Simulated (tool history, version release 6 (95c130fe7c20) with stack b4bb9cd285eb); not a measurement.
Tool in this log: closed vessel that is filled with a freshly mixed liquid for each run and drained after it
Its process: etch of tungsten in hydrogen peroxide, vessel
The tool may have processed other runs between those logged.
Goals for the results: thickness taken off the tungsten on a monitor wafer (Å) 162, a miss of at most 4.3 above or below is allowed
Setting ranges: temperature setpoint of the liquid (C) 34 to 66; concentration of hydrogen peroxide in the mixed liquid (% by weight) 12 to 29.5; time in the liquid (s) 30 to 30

run  hour  temperature setpoint of the liquid (C)  concentration of hydrogen peroxide in the mixed liquid (% by weight)  time in the liquid (s)  thickness taken off the tungsten on a monitor wafer (Å)
  1     0                                      50                                                                    20                      30                                                   254.75
  2   4.9                                      50                                                                    23                      30                                                   268.75
  3  11.7                                      50                                                                    19                      30                                                    247.2
  4  18.9                                      50                                                                    22                      30                                                   266.49
  5  22.8                                      48                                                                    22                      30                                                   234.24
  6  29.6                                      48                                                                    22                      30                                                   235.72
  7  30.4                                    46.5                                                                    22                      30                                                   214.27
  8  35.9                                    45.5                                                                    22                      30                                                   202.19
  9  44.3                                    44.5                                                                    22                      30                                                   186.92
 10  45.9                                      44                                                                    22                      30                                                   181.53
 11  48.2                                    43.5                                                                    22                      30                                                   176.23

4 next moves are on the table. One of them brings every result within its allowed miss. Which?
  A  50.5                                    43.5                                                                  20.5                      30                                                        ?
  B  50.5                                    43.5                                                                    18                      30                                                        ?
  C  50.5                                      43                                                                  22.5                      30                                                        ?
  D  50.5                                    45.5                                                                  22.5                      30                                                        ?

move  thickness taken off the tungsten on a monitor wafer (Å)
   A                                                   169.83
   B                                                   159.14
   C                                                   172.34
   D                                                   201.91
A: an improvement on the last run, though not all results are within tolerance
B: hits every target within its allowed miss
C: an improvement on the last run, though not all results are within tolerance
D: misses by more than the last run did
Move B is the one to make.
